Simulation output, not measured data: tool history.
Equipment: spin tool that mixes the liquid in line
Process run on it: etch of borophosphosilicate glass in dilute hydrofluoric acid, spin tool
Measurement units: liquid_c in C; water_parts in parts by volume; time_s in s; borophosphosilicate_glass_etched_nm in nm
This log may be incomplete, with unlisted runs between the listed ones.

run  hour  liquid_c  water_parts  time_s  borophosphosilicate_glass_etched_nm
  1     0        23           90      20                               14.084
  2   1.6        23           70      20                               18.704
  3   6.5      21.5           85      20                               14.233
  4  15.2      21.5          100      20                               11.843
  5  20.7      20.5          110      20                                10.14
     26.8  -- thermometer replaced
  6  26.8      19.5          120      20                               8.0304
  7  32.4        19          125      20                               7.5004
  8  37.9      18.5          130      20                               7.0683

Run 9 comes next. What will it give?
  9  39.7        18          130      20                                    ?

Run 9 produced borophosphosilicate_glass_etched_nm 6.9619 nm.
